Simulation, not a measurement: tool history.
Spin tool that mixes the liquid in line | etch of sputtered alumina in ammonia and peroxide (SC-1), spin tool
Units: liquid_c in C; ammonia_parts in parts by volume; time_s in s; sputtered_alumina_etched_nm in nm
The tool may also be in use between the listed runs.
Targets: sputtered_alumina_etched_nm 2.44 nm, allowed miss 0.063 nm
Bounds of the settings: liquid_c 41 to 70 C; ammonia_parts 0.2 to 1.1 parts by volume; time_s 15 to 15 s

run    day  liquid_c  ammonia_parts  time_s  sputtered_alumina_etched_nm
  1      0        57            0.6      15                       1.5654
  2   0.35        57           0.55      15                        1.555
  3  0.467      59.5           0.55      15                       1.7765
  4  0.612      59.5           0.65      15                       1.7932
  5  0.942      59.5           0.65      15                       1.8068
  6  1.212        62           0.65      15                       2.0419
  7  1.521        63           0.65      15                       2.1543
  8  1.679      63.5           0.65      15                       2.2052
  9  2.042        64           0.65      15                       2.2576

5 next moves are on the table. One of them brings every result within its allowed miss. Which?
  A  2.404      65.5            0.6      15                            ?
  B  2.404        65            0.5      15                            ?
  C  2.404        63           0.55      15                            ?
  D  2.404        64            0.8      15                            ?
  E  2.404        68           0.35      15                            ?

move  sputtered_alumina_etched_nm
   A                        2.428
   B                       2.3281
   C                       2.1257
   D                       2.3156
   E                       2.6087
A: meets every target
B: nearer than the last run, and not there yet
C: further off than the last run
D: nearer than the last run, and not there yet
E: takes the result that was furthest off past its target
Answer: A

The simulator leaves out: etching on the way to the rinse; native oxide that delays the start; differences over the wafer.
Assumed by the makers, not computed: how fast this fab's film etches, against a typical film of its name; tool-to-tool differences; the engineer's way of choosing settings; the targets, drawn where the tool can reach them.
